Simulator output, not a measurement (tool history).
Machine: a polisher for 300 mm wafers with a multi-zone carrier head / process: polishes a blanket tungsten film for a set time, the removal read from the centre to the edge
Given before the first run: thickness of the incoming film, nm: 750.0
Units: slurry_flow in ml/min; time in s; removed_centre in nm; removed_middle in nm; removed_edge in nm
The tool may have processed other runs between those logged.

run	day	slurry_flow	centre_zone	middle_zone	edge_zone	slurry_solids	time	removed_centre	removed_middle	removed_edge
1	0.000	205	1.00	1.00	1.00	1.00	57	159.20	163.97	158.80
2	0.254	205	0.93	1.00	1.00	1.00	57	150.70	163.18	156.30
3	0.538	220	0.96	1.02	0.99	1.00	57	156.43	166.65	158.33
4	0.596	230	0.98	1.05	0.98	1.00	57	160.46	169.37	160.46
5	0.817	235	0.99	1.08	0.96	1.00	57	159.77	175.10	158.66
6	0.842	235	0.99	1.08	0.96	0.85	57	156.05	171.39	151.89
7	1.183	245	1.01	1.10	0.97	0.85	57	161.66	172.89	152.16
8	1.312	250	1.01	1.11	0.98	0.90	57	160.30	178.10	155.75
9	1.688	255	1.03	1.11	0.99	0.90	57	162.65	178.30	154.64

For run 10, what comes out?
10	1.979	255	1.04	1.11	0.99	0.95	57	?	?	?

{"run 10": {"removed_centre": 165.63, "removed_middle": 178.22, "removed_edge": 156.37}}

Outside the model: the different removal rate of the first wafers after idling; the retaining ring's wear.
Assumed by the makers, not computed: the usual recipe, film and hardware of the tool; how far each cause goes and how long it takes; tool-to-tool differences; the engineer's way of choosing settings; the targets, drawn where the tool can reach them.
